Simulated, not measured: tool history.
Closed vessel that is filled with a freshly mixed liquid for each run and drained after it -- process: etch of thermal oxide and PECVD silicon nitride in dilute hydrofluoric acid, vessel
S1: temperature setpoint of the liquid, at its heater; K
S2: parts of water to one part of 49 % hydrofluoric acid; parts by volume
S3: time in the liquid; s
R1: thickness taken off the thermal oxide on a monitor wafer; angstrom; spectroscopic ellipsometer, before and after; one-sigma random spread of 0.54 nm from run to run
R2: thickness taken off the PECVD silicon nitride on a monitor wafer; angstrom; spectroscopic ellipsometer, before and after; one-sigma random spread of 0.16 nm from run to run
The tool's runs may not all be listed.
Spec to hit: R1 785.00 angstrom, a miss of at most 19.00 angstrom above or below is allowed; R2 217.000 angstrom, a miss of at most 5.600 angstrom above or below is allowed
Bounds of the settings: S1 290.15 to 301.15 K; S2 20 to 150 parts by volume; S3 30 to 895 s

run    day      S1  S2   S3       R1       R2
  1  0.000  293.15  85  455   232.55   80.373
  2  0.275  291.15  85  455   213.46   68.226
  3  0.358  291.15  80  480   237.86   77.887
  4  0.429  291.15  75  500   265.50   86.288
  5  0.692  291.15  70  520   300.73   95.145
  6  0.833  291.15  70  405   234.99   74.926
  7  1.188  291.15  65  430   266.24   84.475
  8  1.229  291.15  60  455   304.03   99.058
  9  1.392  291.15  60  455   304.03   97.589
     1.654  -- thermometer replaced
 10  1.654  291.15  55  475   319.81   95.469
 11  1.717  291.65  50  495   377.57  112.900
 12  1.842  291.65  50  495   381.46  112.410
 13  2.192  292.15  45  495   431.20  127.530
 14  2.562  292.65  40  490   499.37  148.130
 15  2.779  292.65  40  485   492.09  148.610
 16  3.129  292.65  40  485   497.43  147.520
 17  3.254  292.65  40  480   484.17  146.290
 18  3.633  292.65  40  485   494.68  146.060
 19  3.712  292.15  20  600  1223.40  344.910
 20  4.033  291.15  30  590   754.66  214.570
 21  4.100  291.15  25  585   909.41  251.450
 22  4.221  290.65  30  585   732.39  201.100
 23  4.542  291.15  30  580   749.67  209.760
 24  4.688  291.15  30  575   736.98  210.080
 25  4.750  291.15  25  570   883.28  245.090

Of the 5 settings listed for the next run, only one would bring every result within its allowed miss of target. Which one?
  A  4.812  290.15  20  440   ?   ?
  B  4.812  291.15  25  535   ?   ?
  C  4.812  292.65  30  575   ?   ?
  D  4.812  291.15  30  655   ?   ?
  E  4.812  291.15  25  510   ?   ?

move      R1       R2
   A  829.39  216.850
   B  838.50  229.100
   C  797.09  229.920
   D  850.63  235.550
   E  799.32  218.400
A: closes in on the targets versus the last run, not all within tolerance yet
B: closes in on the targets versus the last run, not all within tolerance yet
C: the worst result of the last run now meets its target, but another is out of spec
D: closes in on the targets versus the last run, not all within tolerance yet
E: every result within its allowed miss
Go with E: it meets all targets.
